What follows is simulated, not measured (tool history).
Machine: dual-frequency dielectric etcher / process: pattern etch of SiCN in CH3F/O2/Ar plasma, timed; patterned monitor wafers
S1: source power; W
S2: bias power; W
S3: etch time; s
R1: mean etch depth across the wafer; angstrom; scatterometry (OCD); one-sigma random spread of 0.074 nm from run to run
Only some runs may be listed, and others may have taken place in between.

Run 1, hour 0: S1 340 W, S2 85 W, S3 48.5 s. Result: R1 177.99 angstrom.
Run 2, hour 2.9: S1 380 W, S2 85 W, S3 48.5 s. Result: R1 182.49 angstrom.
Run 3, hour 4.3: S1 380 W, S2 100 W, S3 48.5 s. Result: R1 193.18 angstrom.
Run 4, hour 10.4: S1 360 W, S2 93 W, S3 48 s. Result: R1 182.34 angstrom.
Run 5, hour 18.2: S1 320 W, S2 93 W, S3 48 s. Result: R1 177.09 angstrom.
Run 6, hour 19.7: S1 270 W, S2 93 W, S3 48 s. Result: R1 167.88 angstrom.

Run 7 comes next. What will it give?
Run 7, hour 25.5: S1 260 W, S2 90 W, S3 48 s. Result: R1 ?.

For run 7 the tool returned R1 164.41 angstrom.

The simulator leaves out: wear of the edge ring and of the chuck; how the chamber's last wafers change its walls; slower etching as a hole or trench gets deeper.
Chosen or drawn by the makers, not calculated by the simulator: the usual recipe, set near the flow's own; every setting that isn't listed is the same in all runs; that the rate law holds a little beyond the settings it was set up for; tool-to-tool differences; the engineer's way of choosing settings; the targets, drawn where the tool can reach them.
